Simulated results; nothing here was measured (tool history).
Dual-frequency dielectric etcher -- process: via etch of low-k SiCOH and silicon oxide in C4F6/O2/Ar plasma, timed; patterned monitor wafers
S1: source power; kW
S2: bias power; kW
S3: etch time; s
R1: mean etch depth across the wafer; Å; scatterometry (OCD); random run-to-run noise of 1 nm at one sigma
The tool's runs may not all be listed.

run  hour    S1     S2    S3      R1
  1     0  0.37  0.216  67.5  1617.1
  2   7.8  0.39  0.219  67.5  1637.4
  3  15.2  0.39  0.238  67.5    1688
  4  22.9  0.34  0.238  67.5  1645.4
  5  27.4   0.3  0.238  67.5  1603.4
  6  33.6   0.3  0.238  67.5    1587
  7  41.6  0.33  0.244  67.5  1638.8
  8  44.2  0.35   0.25  67.5  1680.8
  9  51.9  0.36  0.254  67.5  1702.5

What does the tool deliver on the next run?
 10  53.6  0.37  0.257  67.5   ?

{"run 10": {"R1": 1721}}
